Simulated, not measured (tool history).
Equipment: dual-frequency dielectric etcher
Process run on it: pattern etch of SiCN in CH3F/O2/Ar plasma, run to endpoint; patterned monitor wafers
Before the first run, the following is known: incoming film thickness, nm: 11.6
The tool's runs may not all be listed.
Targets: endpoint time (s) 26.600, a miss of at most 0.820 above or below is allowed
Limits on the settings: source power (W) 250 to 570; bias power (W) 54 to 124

run	hour	source power (W)	bias power (W)	endpoint time (s)
1	0.0	410	89	30.506
2	4.6	410	98	29.296
3	5.6	430	100	29.014
4	8.0	430	90	30.458
5	12.4	470	90	29.262
6	18.6	400	90	30.863
# hour 22.1: source power generator calibrated
7	22.1	430	95	29.421
8	23.7	450	98	28.389

Which one of the following 5 next-run settings gets every result inside its allowed miss? There is exactly one.
A	25.3	500	122	?
B	25.3	410	87	?
C	25.3	490	107	?
D	25.3	500	95	?
E	25.3	460	73	?

move	endpoint time (s)
A	25.047
B	30.663
C	26.612
D	27.751
E	31.689
A: moves the result that the last run missed by most past its target, out the other side
B: moves away from the targets compared with the last run
C: meets every target
D: closer than the last run, but not yet in spec
E: moves away from the targets compared with the last run
Move C is the one to make.
